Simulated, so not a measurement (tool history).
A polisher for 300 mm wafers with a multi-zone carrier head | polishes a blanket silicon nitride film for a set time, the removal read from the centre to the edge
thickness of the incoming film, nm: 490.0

run  hour  flow of slurry (ml/min)  pressure of the head's centre zone  pressure of the head's middle zone  pressure of the head's edge zone  polishing time (s)  film removed at the wafer's centre (Å)  film removed at mid-radius (Å)  film removed at the wafer's edge (Å)
  1     0                      275                                   1                                   1                                 1                  50                                  772.53                           773.3                                769.44
  2   4.8                      285                                1.02                                1.03                              1.05                  54                                  860.58                          833.11                                857.97
  3   9.8                      295                                1.02                                1.07                              1.07                  57                                  919.99                          927.16                                903.07
  4  15.9                      295                                1.02                                1.07                              1.07                  52                                  832.61                          837.31                                828.34
  5  17.6                      350                                1.02                                1.07                              1.07                  52                                  848.78                          859.68                                840.14
  6  21.7                      350                                 1.1                                1.07                              1.07                  52                                  910.32                          853.86                                841.37
  7  23.8                      355                                1.08                                1.09                               1.1                  55                                  947.43                          914.42                                901.88
  8  24.5                      360                                1.07                                 1.1                              1.13                  57                                  971.67                          958.98                                935.31

Run 9 is up next; what results do you expect?
  9    30                      365                                1.06                                 1.1                              1.15                  59                                       ?                               ?                                     ?

Run 9 yielded film removed at the wafer's centre (Å) 995.15, film removed at mid-radius (Å) 993.68, film removed at the wafer's edge (Å) 986.08.

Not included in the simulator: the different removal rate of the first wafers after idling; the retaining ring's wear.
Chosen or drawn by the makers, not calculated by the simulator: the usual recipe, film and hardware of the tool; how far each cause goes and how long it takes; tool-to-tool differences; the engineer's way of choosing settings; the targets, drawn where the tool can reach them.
